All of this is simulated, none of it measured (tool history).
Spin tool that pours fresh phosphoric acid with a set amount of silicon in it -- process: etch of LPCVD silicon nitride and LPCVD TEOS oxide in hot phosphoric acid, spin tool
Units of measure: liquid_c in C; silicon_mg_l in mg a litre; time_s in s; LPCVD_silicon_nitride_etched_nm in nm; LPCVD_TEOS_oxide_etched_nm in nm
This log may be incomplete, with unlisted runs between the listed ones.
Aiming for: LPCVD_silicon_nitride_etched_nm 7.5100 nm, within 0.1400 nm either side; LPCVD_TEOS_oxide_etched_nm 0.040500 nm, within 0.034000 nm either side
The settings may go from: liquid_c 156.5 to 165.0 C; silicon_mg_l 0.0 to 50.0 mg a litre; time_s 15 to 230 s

| run | hour | liquid_c | silicon_mg_l | time_s | LPCVD_silicon_nitride_etched_nm | LPCVD_TEOS_oxide_etched_nm |
|---|---|---|---|---|---|---|
| 1 | 0.0 | 160.0 | 28.0 | 120 | 11.2680 | 0.087801 |
| 2 | 6.7 | 159.5 | 29.0 | 115 | 10.6490 | 0.113370 |
| 3 | 8.1 | 160.5 | 29.0 | 115 | 10.9340 | 0.068041 |
| 4 | 16.6 | 162.5 | 29.0 | 115 | 11.8460 | 0.134020 |
| 5 | 23.6 | 161.5 | 29.0 | 110 | 10.9230 | 0.110810 |
| 6 | 29.4 | 161.0 | 30.0 | 105 | 10.1890 | 0.135930 |
| 7 | 30.4 | 160.5 | 33.0 | 105 | 9.9811 | 0.089848 |
| 8 | 31.8 | 160.0 | 35.0 | 105 | 9.8730 | 0.033485 |
| 9 | 36.0 | 159.5 | 34.0 | 100 | 9.1838 | 0.057702 |
| 10 | 43.5 | 159.0 | 34.0 | 100 | 9.1539 | 0.069431 |
| 11 | 49.1 | 158.5 | 35.0 | 100 | 8.9218 | 0.054029 |
| 12 | 55.9 | 158.0 | 35.5 | 100 | 8.7791 | 0.092688 |
| 13 | 58.3 | 158.0 | 38.0 | 100 | 8.7805 | 0.042528 |

Which single option among these 4 for the next run brings every result within its allowed miss of target? Just one does.
| A | 60.7 | 160.0 | 41.5 | 85 | ? | ? |
| B | 60.7 | 159.5 | 45.0 | 85 | ? | ? |
| C | 60.7 | 158.0 | 42.0 | 85 | ? | ? |
| D | 60.7 | 158.0 | 6.5 | 90 | ? | ? |

| move | LPCVD_silicon_nitride_etched_nm | LPCVD_TEOS_oxide_etched_nm |
|---|---|---|
| A | 7.9687 | 0.038644 |
| B | 7.8358 | 0.028824 |
| C | 7.4487 | 0.032065 |
| D | 7.8869 | 0.126660 |
A: nearer than the last run, and not there yet
B: nearer than the last run, and not there yet
C: every result lands within tolerance
D: nearer than the last run, and not there yet
The right move is C.

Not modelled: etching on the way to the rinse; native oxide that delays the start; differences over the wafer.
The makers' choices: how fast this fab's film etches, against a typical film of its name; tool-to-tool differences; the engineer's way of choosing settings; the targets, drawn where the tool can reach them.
